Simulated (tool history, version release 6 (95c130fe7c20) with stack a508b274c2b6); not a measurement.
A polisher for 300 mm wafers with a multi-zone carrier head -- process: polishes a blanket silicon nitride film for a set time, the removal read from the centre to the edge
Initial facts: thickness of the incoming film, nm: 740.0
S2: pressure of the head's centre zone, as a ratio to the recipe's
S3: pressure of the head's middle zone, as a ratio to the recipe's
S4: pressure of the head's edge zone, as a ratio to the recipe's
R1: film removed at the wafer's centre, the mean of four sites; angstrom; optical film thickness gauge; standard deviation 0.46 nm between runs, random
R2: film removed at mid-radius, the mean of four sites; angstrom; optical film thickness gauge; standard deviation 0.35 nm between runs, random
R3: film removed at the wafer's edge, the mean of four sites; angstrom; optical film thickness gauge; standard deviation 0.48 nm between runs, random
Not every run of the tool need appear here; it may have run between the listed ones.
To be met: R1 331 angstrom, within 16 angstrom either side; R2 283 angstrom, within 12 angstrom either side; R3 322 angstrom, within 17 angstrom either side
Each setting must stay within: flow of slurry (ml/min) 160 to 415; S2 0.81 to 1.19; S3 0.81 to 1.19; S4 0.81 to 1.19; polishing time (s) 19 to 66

run 1 hour=0 | flow_of_slurry_(ml/min)=265 S2=1 S3=1 S4=1 polishing_time_(s)=42 | R1=503.21 R2=489.81 R3=485.4
run 2 hour=7.6 | flow_of_slurry_(ml/min)=265 S2=1 S3=0.98 S4=1 polishing_time_(s)=40 | R1=469.51 R2=463.99 R3=476.97
run 3 hour=14.4 | flow_of_slurry_(ml/min)=265 S2=1 S3=0.98 S4=1.06 polishing_time_(s)=40 | R1=486.07 R2=453.68 R3=489.4
run 4 hour=20.7 | flow_of_slurry_(ml/min)=265 S2=1.01 S3=0.97 S4=1.05 polishing_time_(s)=38 | R1=466.94 R2=429.78 R3=460.38
run 5 hour=22.9 | flow_of_slurry_(ml/min)=220 S2=1.01 S3=0.97 S4=1.05 polishing_time_(s)=38 | R1=448.49 R2=436.81 R3=448.96
run 6 hour=27.1 | flow_of_slurry_(ml/min)=220 S2=0.94 S3=0.97 S4=1.05 polishing_time_(s)=38 | R1=439.87 R2=424.95 R3=468.9
run 7 hour=31.4 | flow_of_slurry_(ml/min)=225 S2=0.95 S3=0.96 S4=1.05 polishing_time_(s)=36 | R1=399.5 R2=411.32 R3=432.44
run 8 hour=32.5 | flow_of_slurry_(ml/min)=230 S2=0.97 S3=0.95 S4=1.07 polishing_time_(s)=34 | R1=391.2 R2=384.63 R3=410.34

Next run, 4 choices. One meets every target within its allowed miss, the rest don't. Which?
run A hour=33.6 | flow_of_slurry_(ml/min)=205 S2=1.19 S3=1.13 S4=0.96 polishing_time_(s)=26 | R1=? R2=? R3=?
run B hour=33.6 | flow_of_slurry_(ml/min)=195 S2=0.84 S3=0.97 S4=1.04 polishing_time_(s)=43 | R1=? R2=? R3=?
run C hour=33.6 | flow_of_slurry_(ml/min)=220 S2=0.81 S3=0.83 S4=1.18 polishing_time_(s)=43 | R1=? R2=? R3=?
run D hour=33.6 | flow_of_slurry_(ml/min)=375 S2=1.11 S3=0.92 S4=1.19 polishing_time_(s)=24 | R1=? R2=? R3=?

move=A R1=336.22 R2=314.94 R3=298
move=B R1=420.6 R2=476.91 R3=509.78
move=C R1=418.24 R2=450.33 R3=552.04
move=D R1=317.21 R2=280.01 R3=323.44
A: gains on the last run, yet a result remains outside its allowed miss
B: its largest miss is bigger than the last run's
C: its largest miss is bigger than the last run's
D: hits every target within its allowed miss
The right move is D.
